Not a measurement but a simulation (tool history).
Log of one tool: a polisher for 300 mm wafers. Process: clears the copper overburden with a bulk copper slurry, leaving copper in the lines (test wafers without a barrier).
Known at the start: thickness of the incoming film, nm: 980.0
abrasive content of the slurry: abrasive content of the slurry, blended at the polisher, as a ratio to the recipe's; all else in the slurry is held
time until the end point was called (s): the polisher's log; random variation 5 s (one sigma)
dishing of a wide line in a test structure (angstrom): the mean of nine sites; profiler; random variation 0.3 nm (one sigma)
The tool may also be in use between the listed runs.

run  hour  flow of slurry (ml/min)  pressure of the wafer on the pad (psi)  speed of the pad under the wafer (cm/s)  abrasive content of the slurry  overpolish time after the end point (s)  time until the end point was called (s)  dishing of a wide line in a test structure (angstrom)
  1   0.0                      200                                     1.8                                      112                             1.0                                       16                                   167.54                                                 496.94
  2   8.7                      200                                     1.8                                      126                             1.0                                       16                                   153.07                                                 531.03
  3  15.9                      200                                     1.8                                      126                             1.0                                       21                                   154.54                                                 615.13
  4  18.3                      200                                     1.8                                      126                             1.0                                       16                                   154.66                                                 521.61
  5  22.8                      200                                     1.7                                      122                             1.0                                       15                                   166.27                                                 471.18
  6  26.6                      200                                     1.6                                      118                             1.0                                       15                                   182.34                                                 447.99

The next listed run, before its measurement:
  7  35.0                      200                                     1.5                                      114                             1.0                                       14                                        ?                                                      ?

Run 7 gave time until the end point was called (s) 194.48, dishing of a wide line in a test structure (angstrom) 389.86.

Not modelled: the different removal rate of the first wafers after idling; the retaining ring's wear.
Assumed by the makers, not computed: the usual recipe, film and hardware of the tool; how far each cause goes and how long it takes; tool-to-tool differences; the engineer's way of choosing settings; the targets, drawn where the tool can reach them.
